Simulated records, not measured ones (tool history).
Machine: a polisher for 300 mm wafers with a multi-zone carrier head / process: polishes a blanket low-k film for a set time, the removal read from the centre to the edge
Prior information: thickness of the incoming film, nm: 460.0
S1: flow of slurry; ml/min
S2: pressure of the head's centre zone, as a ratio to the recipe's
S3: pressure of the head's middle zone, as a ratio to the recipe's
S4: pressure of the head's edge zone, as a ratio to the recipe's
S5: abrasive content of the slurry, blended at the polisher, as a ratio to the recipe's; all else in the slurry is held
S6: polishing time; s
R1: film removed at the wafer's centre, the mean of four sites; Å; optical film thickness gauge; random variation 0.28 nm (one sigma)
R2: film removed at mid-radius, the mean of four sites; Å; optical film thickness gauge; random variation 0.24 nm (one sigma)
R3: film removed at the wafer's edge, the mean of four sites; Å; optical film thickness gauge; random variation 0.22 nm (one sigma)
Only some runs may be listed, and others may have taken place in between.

run,day,S1,S2,S3,S4,S5,S6,R1,R2,R3
1,0,205,1,1,1,1,40,184.1,182.4,179.18
2,0.308,205,1,1.04,1,1,40,183.37,186.35,175.87
3,0.667,205,1,1,1,1,40,183.56,178.9,177.44
4,0.867,205,1,0.93,1,1,40,185.3,167.91,176.36
5,1.025,205,1,0.93,1,1.2,40,203.48,187.08,200.58
6,1.288,225,1,1.01,1.01,1.3,40,215.56,206.72,208.98
7,1.362,220,0.97,1.06,1,1.35,42,219.9,231.33,220.58

Predict the results of run 8:
8,1.6,225,0.96,1.1,1,1.4,43,?,?,?

R1: 227.18 Å
R2: 250.87 Å
R3: 231.29 Å
